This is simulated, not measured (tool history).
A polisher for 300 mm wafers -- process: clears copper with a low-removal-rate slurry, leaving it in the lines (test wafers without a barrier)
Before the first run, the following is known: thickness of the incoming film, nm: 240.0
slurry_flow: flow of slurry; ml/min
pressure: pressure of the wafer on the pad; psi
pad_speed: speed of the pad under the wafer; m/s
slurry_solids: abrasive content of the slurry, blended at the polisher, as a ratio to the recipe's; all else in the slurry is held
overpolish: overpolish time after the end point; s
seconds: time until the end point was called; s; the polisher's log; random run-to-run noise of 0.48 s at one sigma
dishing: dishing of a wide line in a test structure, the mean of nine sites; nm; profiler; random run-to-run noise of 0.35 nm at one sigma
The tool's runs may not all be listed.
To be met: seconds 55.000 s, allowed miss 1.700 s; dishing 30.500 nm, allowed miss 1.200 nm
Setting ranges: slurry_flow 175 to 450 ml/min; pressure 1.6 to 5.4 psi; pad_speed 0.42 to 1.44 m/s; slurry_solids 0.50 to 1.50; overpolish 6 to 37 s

Run 1, hour 0.0: slurry_flow 290 ml/min, pressure 3.5 psi, pad_speed 0.92 m/s, slurry_solids 1.00, overpolish 19 s. Result: seconds 76.852 s, dishing 44.239 nm.
Run 2, hour 2.1: slurry_flow 290 ml/min, pressure 3.5 psi, pad_speed 1.06 m/s, slurry_solids 1.00, overpolish 19 s. Result: seconds 67.547 s, dishing 49.341 nm.
Run 3, hour 8.3: slurry_flow 350 ml/min, pressure 3.5 psi, pad_speed 1.06 m/s, slurry_solids 1.00, overpolish 19 s. Result: seconds 66.135 s, dishing 49.747 nm.
Run 4, hour 11.3: slurry_flow 370 ml/min, pressure 3.6 psi, pad_speed 1.06 m/s, slurry_solids 1.00, overpolish 16 s. Result: seconds 64.737 s, dishing 44.578 nm.
Run 5, hour 17.4: slurry_flow 385 ml/min, pressure 3.6 psi, pad_speed 1.08 m/s, slurry_solids 1.00, overpolish 14 s. Result: seconds 63.996 s, dishing 39.764 nm.
Run 6, hour 20.9: slurry_flow 385 ml/min, pressure 3.6 psi, pad_speed 1.20 m/s, slurry_solids 1.00, overpolish 14 s. Result: seconds 57.495 s, dishing 43.658 nm.
Run 7, hour 22.4: slurry_flow 385 ml/min, pressure 3.6 psi, pad_speed 1.20 m/s, slurry_solids 1.00, overpolish 12 s. Result: seconds 57.311 s, dishing 38.662 nm.
Run 8, hour 24.2: slurry_flow 395 ml/min, pressure 3.7 psi, pad_speed 1.20 m/s, slurry_solids 1.00, overpolish 6 s. Result: seconds 54.800 s, dishing 20.305 nm.
Run 9, hour 26.1: slurry_flow 400 ml/min, pressure 3.7 psi, pad_speed 1.22 m/s, slurry_solids 1.00, overpolish 7 s. Result: seconds 54.281 s, dishing 24.436 nm.
Run 10, hour 34.4: slurry_flow 405 ml/min, pressure 3.7 psi, pad_speed 1.22 m/s, slurry_solids 1.00, overpolish 7 s. Result: seconds 54.634 s, dishing 24.671 nm.
Run 11, hour 43.3: slurry_flow 410 ml/min, pressure 3.7 psi, pad_speed 1.22 m/s, slurry_solids 1.00, overpolish 7 s. Result: seconds 54.110 s, dishing 24.362 nm.
Run 12, hour 45.7: slurry_flow 410 ml/min, pressure 3.7 psi, pad_speed 1.22 m/s, slurry_solids 1.00, overpolish 7 s. Result: seconds 53.327 s, dishing 24.345 nm.
Run 13, hour 50.2: slurry_flow 405 ml/min, pressure 3.7 psi, pad_speed 1.22 m/s, slurry_solids 1.00, overpolish 8 s. Result: seconds 52.997 s, dishing 28.302 nm.
Run 14, hour 55.2: slurry_flow 410 ml/min, pressure 3.7 psi, pad_speed 1.22 m/s, slurry_solids 1.00, overpolish 8 s. Result: seconds 54.796 s, dishing 27.673 nm.
Run 15, hour 55.8: slurry_flow 415 ml/min, pressure 3.7 psi, pad_speed 1.22 m/s, slurry_solids 1.00, overpolish 8 s. Result: seconds 53.697 s, dishing 28.134 nm.
Run 16, hour 63.2: slurry_flow 420 ml/min, pressure 3.7 psi, pad_speed 1.22 m/s, slurry_solids 1.00, overpolish 8 s. Result: seconds 54.149 s, dishing 27.775 nm.
Run 17, hour 66.2: slurry_flow 425 ml/min, pressure 3.7 psi, pad_speed 1.22 m/s, slurry_solids 1.00, overpolish 8 s. Result: seconds 54.593 s, dishing 27.965 nm.
Run 18, hour 74.7: slurry_flow 430 ml/min, pressure 3.7 psi, pad_speed 1.22 m/s, slurry_solids 1.00, overpolish 8 s. Result: seconds 53.795 s, dishing 27.495 nm.
Run 19, hour 81.4: slurry_flow 430 ml/min, pressure 3.7 psi, pad_speed 1.22 m/s, slurry_solids 1.00, overpolish 8 s. Result: seconds 54.067 s, dishing 27.387 nm.

Of the 4 settings listed for the next run, only one would bring every result within its allowed miss of target. Which one?
Run A, hour 88.1: slurry_flow 370 ml/min, pressure 4.3 psi, pad_speed 1.06 m/s, slurry_solids 1.20, overpolish 9 s. Result: seconds ?, dishing ?.
Run B, hour 88.1: slurry_flow 425 ml/min, pressure 4.0 psi, pad_speed 1.14 m/s, slurry_solids 1.05, overpolish 7 s. Result: seconds ?, dishing ?.
Run C, hour 88.1: slurry_flow 385 ml/min, pressure 4.2 psi, pad_speed 1.10 m/s, slurry_solids 0.80, overpolish 7 s. Result: seconds ?, dishing ?.
Run D, hour 88.1: slurry_flow 420 ml/min, pressure 4.1 psi, pad_speed 1.12 m/s, slurry_solids 0.85, overpolish 9 s. Result: seconds ?, dishing ?.

move  seconds  dishing
   A   52.241   31.949
   B   53.164   24.819
   C   55.727   23.769
   D   55.093   30.374
A: carries the result that was furthest off beyond its target, to the other side
B: moves away from the targets compared with the last run
C: moves away from the targets compared with the last run
D: in spec on every target
The right move is D.
